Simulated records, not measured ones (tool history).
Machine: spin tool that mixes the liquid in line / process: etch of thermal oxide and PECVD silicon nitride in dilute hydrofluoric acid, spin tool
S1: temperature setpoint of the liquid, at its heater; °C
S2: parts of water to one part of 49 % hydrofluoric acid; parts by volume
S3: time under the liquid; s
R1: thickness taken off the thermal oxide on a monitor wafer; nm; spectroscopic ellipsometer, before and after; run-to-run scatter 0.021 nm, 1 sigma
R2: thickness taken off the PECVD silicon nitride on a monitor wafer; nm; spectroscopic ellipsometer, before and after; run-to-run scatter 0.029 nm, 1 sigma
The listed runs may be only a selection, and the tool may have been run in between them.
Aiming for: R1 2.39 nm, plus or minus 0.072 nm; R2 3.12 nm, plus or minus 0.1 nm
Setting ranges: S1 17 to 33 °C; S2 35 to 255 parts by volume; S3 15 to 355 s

run  hour    S1   S2   S3      R1      R2
  1     0    25  145  180  5.3763  7.0613
  2   6.2  23.5  175  185  4.1859  5.5185
  3   8.2  22.5  195  185   3.588  4.6521
  4  11.6  22.5  195  140  2.7018  3.5165
  5  13.7  25.5  195  140  2.9781  4.2436
  6  21.8  25.5  195   80  1.7364  2.4263
  7  24.7  25.5  175   75  1.8045  2.6068
  8  26.7  21.5  120   95  3.1258  3.6812
     28.7  -- hydrofluoric acid flow meter replaced
  9  28.7    22  135   95  2.9503  3.5414

Of the 5 settings listed for the next run, only one would bring every result within its allowed miss of target. Which one?
  A  30.7  23.5  185  110   ?   ?
  B  30.7  23.5  170   95   ?   ?
  C  30.7  22.5  125   80   ?   ?
  D  30.7  32.5  200   80   ?   ?
  E  30.7  22.5  120   95   ?   ?

move      R1      R2
   A  2.5351  3.3168
   B  2.4219   3.114
   C  2.8065  3.3264
   D   2.307  3.8658
   E  3.4916  4.1119
A: gains on the last run, yet a result remains outside its allowed miss
B: meets every target
C: gains on the last run, yet a result remains outside its allowed miss
D: moves the result that the last run missed by most past its target, out the other side
E: moves away from the targets compared with the last run
The move that meets every target is B.
